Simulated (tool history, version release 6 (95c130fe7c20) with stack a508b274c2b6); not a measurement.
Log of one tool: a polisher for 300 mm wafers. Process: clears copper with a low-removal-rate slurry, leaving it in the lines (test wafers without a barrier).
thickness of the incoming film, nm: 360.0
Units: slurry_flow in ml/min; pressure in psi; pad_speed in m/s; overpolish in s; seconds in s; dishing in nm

| run | hour | slurry_flow | pressure | pad_speed | slurry_solids | overpolish | seconds | dishing |
|---|---|---|---|---|---|---|---|---|
| 1 | 0.0 | 150 | 3.9 | 1.16 | 1.0 | 18 | 75.006 | 51.506 |
| 2 | 6.1 | 140 | 3.7 | 1.16 | 1.0 | 21 | 80.347 | 55.320 |
| 3 | 13.0 | 140 | 3.7 | 1.16 | 0.8 | 21 | 83.703 | 54.717 |
| 4 | 17.4 | 140 | 3.7 | 1.00 | 0.8 | 21 | 95.795 | 47.620 |
| 5 | 24.5 | 140 | 3.7 | 1.00 | 0.8 | 28 | 97.336 | 62.119 |
| 6 | 32.1 | 145 | 3.8 | 1.00 | 0.8 | 29 | 92.401 | 62.496 |

Run 7 comes next. What will it give?
| 7 | 34.5 | 135 | 3.9 | 1.00 | 0.8 | 30 | ? | ? |

Run 7 gave seconds 91.618 s, dishing 65.735 nm.
